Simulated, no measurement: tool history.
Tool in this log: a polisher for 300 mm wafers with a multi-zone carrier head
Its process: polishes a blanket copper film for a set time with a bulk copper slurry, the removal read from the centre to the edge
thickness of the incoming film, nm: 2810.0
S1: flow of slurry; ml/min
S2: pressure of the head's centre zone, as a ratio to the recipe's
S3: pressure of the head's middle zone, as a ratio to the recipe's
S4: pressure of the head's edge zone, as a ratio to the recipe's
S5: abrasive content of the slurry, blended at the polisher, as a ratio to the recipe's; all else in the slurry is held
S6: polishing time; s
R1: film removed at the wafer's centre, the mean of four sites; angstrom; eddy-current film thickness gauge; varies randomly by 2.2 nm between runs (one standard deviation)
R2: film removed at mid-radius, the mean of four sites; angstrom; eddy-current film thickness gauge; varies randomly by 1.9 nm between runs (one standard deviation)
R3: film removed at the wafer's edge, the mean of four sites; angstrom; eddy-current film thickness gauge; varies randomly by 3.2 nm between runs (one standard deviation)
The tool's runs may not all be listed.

| run | hour | S1 | S2 | S3 | S4 | S5 | S6 | R1 | R2 | R3 |
|---|---|---|---|---|---|---|---|---|---|---|
| 1 | 0.0 | 280 | 1.00 | 1.00 | 1.00 | 1.00 | 62 | 4908.0 | 4890.8 | 5051.6 |
| 2 | 3.2 | 290 | 1.01 | 1.01 | 0.95 | 0.85 | 53 | 4133.7 | 4091.7 | 4039.3 |
| 3 | 5.6 | 300 | 1.01 | 1.01 | 0.91 | 0.75 | 48 | 3692.4 | 3665.2 | 3550.5 |
| 4 | 11.4 | 300 | 1.01 | 1.01 | 0.91 | 0.85 | 48 | 3745.9 | 3751.2 | 3702.9 |
| 5 | 18.4 | 280 | 1.02 | 1.01 | 0.88 | 0.75 | 45 | 3509.7 | 3449.9 | 3253.6 |
| 6 | 20.0 | 280 | 1.02 | 1.01 | 0.88 | 0.90 | 45 | 3531.3 | 3467.3 | 3417.3 |
| 7 | 25.2 | 255 | 1.01 | 1.00 | 0.86 | 0.80 | 44 | 3388.3 | 3300.2 | 3177.9 |

Run 8 is up next; what results do you expect?
| 8 | 28.7 | 190 | 0.95 | 0.97 | 0.81 | 0.55 | 39 | ? | ? | ? |

Run 8 gave R1 2607.7 angstrom, R2 2631.3 angstrom, R3 2555.7 angstrom.

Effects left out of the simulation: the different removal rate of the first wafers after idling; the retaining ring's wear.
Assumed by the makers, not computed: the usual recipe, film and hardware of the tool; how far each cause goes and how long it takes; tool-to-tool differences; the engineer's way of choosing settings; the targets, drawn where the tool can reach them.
